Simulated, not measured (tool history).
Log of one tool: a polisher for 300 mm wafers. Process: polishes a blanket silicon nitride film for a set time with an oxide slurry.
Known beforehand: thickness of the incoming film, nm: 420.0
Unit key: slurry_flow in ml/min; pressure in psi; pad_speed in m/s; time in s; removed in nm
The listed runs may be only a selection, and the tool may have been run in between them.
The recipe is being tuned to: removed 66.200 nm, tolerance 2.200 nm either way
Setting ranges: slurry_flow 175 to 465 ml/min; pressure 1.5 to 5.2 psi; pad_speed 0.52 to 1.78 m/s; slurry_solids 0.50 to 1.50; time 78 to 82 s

run 1 hour=0.0 | slurry_flow=295 pressure=3.3 pad_speed=1.14 slurry_solids=1.00 time=78 | removed=48.468
run 2 hour=6.8 | slurry_flow=295 pressure=2.5 pad_speed=1.14 slurry_solids=1.00 time=78 | removed=37.933
run 3 hour=7.5 | slurry_flow=295 pressure=2.9 pad_speed=1.14 slurry_solids=1.00 time=78 | removed=44.020
run 4 hour=8.8 | slurry_flow=295 pressure=3.2 pad_speed=1.14 slurry_solids=1.00 time=78 | removed=46.095
run 5 hour=13.7 | slurry_flow=295 pressure=3.2 pad_speed=1.14 slurry_solids=1.10 time=78 | removed=48.284
run 6 hour=16.0 | slurry_flow=295 pressure=3.5 pad_speed=1.14 slurry_solids=1.10 time=78 | removed=52.207
-- hour=24.1 slurry nozzle cleaned
run 7 hour=24.1 | slurry_flow=295 pressure=3.7 pad_speed=1.14 slurry_solids=1.10 time=78 | removed=55.996
run 8 hour=26.5 | slurry_flow=295 pressure=3.8 pad_speed=1.14 slurry_solids=1.10 time=78 | removed=58.028
run 9 hour=27.1 | slurry_flow=295 pressure=3.9 pad_speed=1.14 slurry_solids=1.10 time=78 | removed=58.386
run 10 hour=29.7 | slurry_flow=295 pressure=4.0 pad_speed=1.14 slurry_solids=1.10 time=78 | removed=61.223

Which single option among these 4 for the next run brings every result within its allowed miss of target? Just one does.
run A hour=32.3 | slurry_flow=300 pressure=3.7 pad_speed=1.16 slurry_solids=1.20 time=78 | removed=?
run B hour=32.3 | slurry_flow=285 pressure=4.3 pad_speed=0.90 slurry_solids=1.35 time=78 | removed=?
run C hour=32.3 | slurry_flow=320 pressure=4.0 pad_speed=1.04 slurry_solids=1.10 time=78 | removed=?
run D hour=32.3 | slurry_flow=295 pressure=3.8 pad_speed=1.44 slurry_solids=1.00 time=78 | removed=?

move=A removed=58.502
move=B removed=56.823
move=C removed=56.496
move=D removed=67.164
A: the biggest miss grows against the last run
B: the biggest miss grows against the last run
C: the biggest miss grows against the last run
D: every result within its allowed miss
Correct choice: D, which meets every target
